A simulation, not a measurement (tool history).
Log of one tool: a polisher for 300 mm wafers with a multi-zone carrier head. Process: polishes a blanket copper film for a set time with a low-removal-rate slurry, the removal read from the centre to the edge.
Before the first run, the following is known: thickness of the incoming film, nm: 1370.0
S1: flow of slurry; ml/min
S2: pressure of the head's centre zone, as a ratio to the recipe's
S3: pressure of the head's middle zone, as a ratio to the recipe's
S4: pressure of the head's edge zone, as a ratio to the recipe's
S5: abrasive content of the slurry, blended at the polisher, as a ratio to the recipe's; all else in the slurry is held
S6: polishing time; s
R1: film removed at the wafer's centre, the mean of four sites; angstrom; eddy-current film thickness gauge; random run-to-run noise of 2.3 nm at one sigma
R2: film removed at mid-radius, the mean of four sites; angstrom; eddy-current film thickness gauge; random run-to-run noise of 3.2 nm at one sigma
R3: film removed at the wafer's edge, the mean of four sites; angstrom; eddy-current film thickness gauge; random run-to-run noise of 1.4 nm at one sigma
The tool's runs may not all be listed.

run 1 hour=0 | S1=280 S2=1 S3=1 S4=1 S5=1 S6=60 | R1=2321.6 R2=2292.8 R3=2378.4
run 2 hour=8.1 | S1=280 S2=1 S3=1.01 S4=0.98 S5=0.95 S6=59 | R1=2291.2 R2=2284 R3=2287.1
run 3 hour=11.8 | S1=280 S2=1 S3=1.07 S4=0.98 S5=0.95 S6=59 | R1=2257.7 R2=2411.7 R3=2305.4
run 4 hour=18.5 | S1=280 S2=1 S3=1.01 S4=0.98 S5=0.95 S6=59 | R1=2293.4 R2=2292.2 R3=2269.4
run 5 hour=24 | S1=275 S2=0.99 S3=1 S4=0.96 S5=0.9 S6=59 | R1=2211.6 R2=2159.2 R3=2221.4
run 6 hour=30.2 | S1=275 S2=0.99 S3=1 S4=0.96 S5=0.9 S6=74 | R1=2766.1 R2=2808.6 R3=2779.4
run 7 hour=33.9 | S1=275 S2=0.99 S3=1.01 S4=0.94 S5=0.85 S6=72 | R1=2731.8 R2=2693.5 R3=2651.8
run 8 hour=42.5 | S1=270 S2=0.89 S3=1.11 S4=0.84 S5=0.6 S6=55 | R1=1702.5 R2=1997.1 R3=1766.4
run 9 hour=48 | S1=275 S2=0.91 S3=1.11 S4=0.84 S5=0.6 S6=55 | R1=1705 R2=2002.7 R3=1768.5
run 10 hour=54.2 | S1=280 S2=0.93 S3=1.11 S4=0.84 S5=0.6 S6=55 | R1=1772.1 R2=2060.3 R3=1763.1
run 11 hour=61.8 | S1=285 S2=0.94 S3=1.1 S4=0.85 S5=0.6 S6=55 | R1=1801.3 R2=2025.6 R3=1776.4
run 12 hour=67.6 | S1=285 S2=0.94 S3=1.1 S4=0.85 S5=0.6 S6=55 | R1=1788.1 R2=2085.4 R3=1768.6
run 13 hour=69 | S1=285 S2=0.95 S3=1.09 S4=0.86 S5=0.6 S6=55 | R1=1791.7 R2=1994.6 R3=1774.9
run 14 hour=71.4 | S1=285 S2=0.95 S3=1.09 S4=0.86 S5=0.6 S6=55 | R1=1815.1 R2=1959.9 R3=1780.8
run 15 hour=77.8 | S1=290 S2=0.96 S3=1.1 S4=0.86 S5=0.6 S6=55 | R1=1810.4 R2=2025.5 R3=1801.7
run 16 hour=86.2 | S1=295 S2=0.97 S3=1.1 S4=0.86 S5=0.6 S6=55 | R1=1833.7 R2=2003.9 R3=1787.9
run 17 hour=87.3 | S1=295 S2=0.98 S3=1.11 S4=0.86 S5=0.6 S6=55 | R1=1898.6 R2=2012 R3=1797
run 18 hour=93.1 | S1=300 S2=0.98 S3=1.12 S4=0.86 S5=0.6 S6=55 | R1=1869.8 R2=2030.1 R3=1826.9

What does the tool deliver on the next run?
run 19 hour=100 | S1=300 S2=0.99 S3=1.12 S4=0.85 S5=0.6 S6=55 | R1=? R2=? R3=?

R1: 1898.8 angstrom
R2: 2019.7 angstrom
R3: 1787.7 angstrom
